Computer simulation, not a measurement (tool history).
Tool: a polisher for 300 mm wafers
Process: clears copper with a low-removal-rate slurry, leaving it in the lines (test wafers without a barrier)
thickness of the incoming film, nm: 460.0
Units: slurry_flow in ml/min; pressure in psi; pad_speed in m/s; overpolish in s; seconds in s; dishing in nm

run 1 hour=0.0 | slurry_flow=290 pressure=3.8 pad_speed=1.1 slurry_solids=1.0 overpolish=28 | seconds=107.06 dishing=79.619
run 2 hour=1.1 | slurry_flow=290 pressure=3.4 pad_speed=1.1 slurry_solids=1.0 overpolish=26 | seconds=122.45 dishing=66.247
run 3 hour=7.2 | slurry_flow=290 pressure=3.4 pad_speed=1.1 slurry_solids=1.2 overpolish=26 | seconds=115.58 dishing=70.815
run 4 hour=13.0 | slurry_flow=290 pressure=3.1 pad_speed=1.1 slurry_solids=1.2 overpolish=25 | seconds=126.65 dishing=63.393
run 5 hour=16.9 | slurry_flow=290 pressure=3.1 pad_speed=1.1 slurry_solids=1.2 overpolish=30 | seconds=126.85 dishing=73.225
run 6 hour=19.6 | slurry_flow=290 pressure=2.9 pad_speed=1.1 slurry_solids=1.2 overpolish=27 | seconds=132.61 dishing=63.601
run 7 hour=25.0 | slurry_flow=290 pressure=2.7 pad_speed=1.1 slurry_solids=1.2 overpolish=26 | seconds=143.16 dishing=56.516

Run 8 comes next. What will it give?
run 8 hour=32.1 | slurry_flow=290 pressure=2.6 pad_speed=1.1 slurry_solids=1.2 overpolish=25 | seconds=? dishing=?

{"run 8": {"seconds": 151.33, "dishing": 54.267}}
